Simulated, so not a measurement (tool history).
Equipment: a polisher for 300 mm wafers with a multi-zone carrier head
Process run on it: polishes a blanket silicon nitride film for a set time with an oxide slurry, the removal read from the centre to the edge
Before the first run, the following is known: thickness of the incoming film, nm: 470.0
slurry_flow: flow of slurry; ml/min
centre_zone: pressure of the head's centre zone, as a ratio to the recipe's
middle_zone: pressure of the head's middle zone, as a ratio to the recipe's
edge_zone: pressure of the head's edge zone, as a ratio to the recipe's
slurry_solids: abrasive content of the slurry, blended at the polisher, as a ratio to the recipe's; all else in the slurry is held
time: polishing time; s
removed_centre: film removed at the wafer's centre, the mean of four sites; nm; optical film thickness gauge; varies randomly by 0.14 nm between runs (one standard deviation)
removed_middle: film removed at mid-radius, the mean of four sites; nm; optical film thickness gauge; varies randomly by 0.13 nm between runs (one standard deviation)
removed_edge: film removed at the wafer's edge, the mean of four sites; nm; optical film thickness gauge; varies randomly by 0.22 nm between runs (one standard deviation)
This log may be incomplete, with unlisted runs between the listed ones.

{"run": 1, "hour": 0.0, "slurry_flow": 135, "centre_zone": 1.0, "middle_zone": 1.0, "edge_zone": 1.0, "slurry_solids": 1.0, "time": 31, "removed_centre": 25.302, "removed_middle": 25.629, "removed_edge": 24.572}
{"run": 2, "hour": 0.7, "slurry_flow": 130, "centre_zone": 0.97, "middle_zone": 0.98, "edge_zone": 0.97, "slurry_solids": 0.9, "time": 30, "removed_centre": 21.748, "removed_middle": 23.149, "removed_edge": 22.373}
{"run": 3, "hour": 5.3, "slurry_flow": 125, "centre_zone": 0.97, "middle_zone": 0.96, "edge_zone": 0.95, "slurry_solids": 0.8, "time": 29, "removed_centre": 19.502, "removed_middle": 19.702, "removed_edge": 19.703}
{"run": 4, "hour": 9.6, "slurry_flow": 125, "centre_zone": 0.97, "middle_zone": 1.04, "edge_zone": 0.95, "slurry_solids": 0.8, "time": 29, "removed_centre": 19.583, "removed_middle": 21.175, "removed_edge": 19.508}
{"run": 5, "hour": 15.6, "slurry_flow": 125, "centre_zone": 0.97, "middle_zone": 1.04, "edge_zone": 0.95, "slurry_solids": 0.9, "time": 29, "removed_centre": 20.63, "removed_middle": 22.652, "removed_edge": 20.702}
{"run": 6, "hour": 21.4, "slurry_flow": 125, "centre_zone": 0.97, "middle_zone": 1.09, "edge_zone": 0.95, "slurry_solids": 0.9, "time": 29, "removed_centre": 21.128, "removed_middle": 23.926, "removed_edge": 20.762}

What will run 7 give?
{"run": 7, "hour": 25.4, "slurry_flow": 120, "centre_zone": 0.96, "middle_zone": 1.06, "edge_zone": 0.93, "slurry_solids": 0.8, "time": 29, "removed_centre": "?", "removed_middle": "?", "removed_edge": "?"}

Run 7 produced removed_centre 18.946 nm, removed_middle 21.291 nm, removed_edge 19.469 nm.

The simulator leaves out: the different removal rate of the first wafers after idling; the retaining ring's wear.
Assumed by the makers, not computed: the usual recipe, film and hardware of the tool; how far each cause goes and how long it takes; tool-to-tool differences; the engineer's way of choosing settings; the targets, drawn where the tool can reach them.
